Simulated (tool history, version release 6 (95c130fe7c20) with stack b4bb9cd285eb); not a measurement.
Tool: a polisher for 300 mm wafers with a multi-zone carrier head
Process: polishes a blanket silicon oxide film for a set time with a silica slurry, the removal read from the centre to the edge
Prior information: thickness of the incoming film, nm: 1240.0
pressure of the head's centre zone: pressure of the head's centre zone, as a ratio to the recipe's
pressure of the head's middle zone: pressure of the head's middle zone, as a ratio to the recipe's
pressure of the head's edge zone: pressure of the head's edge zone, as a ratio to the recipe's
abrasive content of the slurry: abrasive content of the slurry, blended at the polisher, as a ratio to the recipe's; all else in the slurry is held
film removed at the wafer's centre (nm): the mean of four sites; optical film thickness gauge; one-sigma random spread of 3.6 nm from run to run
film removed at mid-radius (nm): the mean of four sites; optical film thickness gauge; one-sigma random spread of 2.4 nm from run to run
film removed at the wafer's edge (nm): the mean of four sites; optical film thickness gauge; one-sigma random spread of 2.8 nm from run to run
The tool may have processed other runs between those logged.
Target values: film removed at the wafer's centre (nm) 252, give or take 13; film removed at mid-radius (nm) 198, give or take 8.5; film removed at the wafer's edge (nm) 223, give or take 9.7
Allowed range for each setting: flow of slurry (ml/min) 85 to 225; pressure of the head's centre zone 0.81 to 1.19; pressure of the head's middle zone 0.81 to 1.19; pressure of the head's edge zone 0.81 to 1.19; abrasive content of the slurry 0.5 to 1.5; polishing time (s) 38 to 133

| run | day | flow of slurry (ml/min) | pressure of the head's centre zone | pressure of the head's middle zone | pressure of the head's edge zone | abrasive content of the slurry | polishing time (s) | film removed at the wafer's centre (nm) | film removed at mid-radius (nm) | film removed at the wafer's edge (nm) |
|---|---|---|---|---|---|---|---|---|---|---|
| 1 | 0 | 145 | 1 | 1 | 1 | 1 | 85 | 189.04 | 187.7 | 191.55 |
| 2 | 0.288 | 145 | 1 | 1 | 1 | 1 | 74 | 162.55 | 161.83 | 164.49 |
| 3 | 0.433 | 155 | 1.05 | 0.98 | 1.03 | 1.15 | 75 | 188.91 | 174.58 | 181.3 |
| 4 | 0.492 | 160 | 1.08 | 0.96 | 1.06 | 1.25 | 76 | 203.29 | 178.38 | 190.86 |
| 5 | 0.625 | 160 | 1.08 | 0.96 | 1.06 | 1.25 | 93 | 252.8 | 217.15 | 229.77 |
| 6 | 0.871 | 155 | 1.09 | 0.94 | 1.06 | 1.25 | 93 | 250.04 | 206.87 | 228.96 |
| 7 | 1 | 155 | 1.1 | 0.94 | 1.05 | 1.25 | 93 | 260.18 | 212.67 | 232.98 |
| 8 | 1.067 | 155 | 1.1 | 0.93 | 1.05 | 1.2 | 93 | 249.48 | 208.37 | 228.72 |

Which one of the following 4 next-run settings gets every result inside its allowed miss? There is exactly one.
| A | 1.133 | 140 | 0.97 | 0.89 | 1.16 | 1.1 | 98 | ? | ? | ? |
| B | 1.133 | 155 | 1.01 | 0.89 | 1.03 | 1 | 100 | ? | ? | ? |
| C | 1.133 | 180 | 1.18 | 1.06 | 0.93 | 1.2 | 84 | ? | ? | ? |
| D | 1.133 | 140 | 1.12 | 0.87 | 0.97 | 0.9 | 107 | ? | ? | ? |

| move | film removed at the wafer's centre (nm) | film removed at mid-radius (nm) | film removed at the wafer's edge (nm) |
|---|---|---|---|
| A | 217.68 | 198.35 | 241.54 |
| B | 227.21 | 198.2 | 226.17 |
| C | 249.5 | 213.54 | 199.52 |
| D | 250.53 | 193.85 | 220.45 |
A: the worst result of the last run now meets its target, but another is out of spec
B: the worst result of the last run now meets its target, but another is out of spec
C: misses by more than the last run did
D: all results land within tolerance of their targets
Correct choice: D, which meets every target
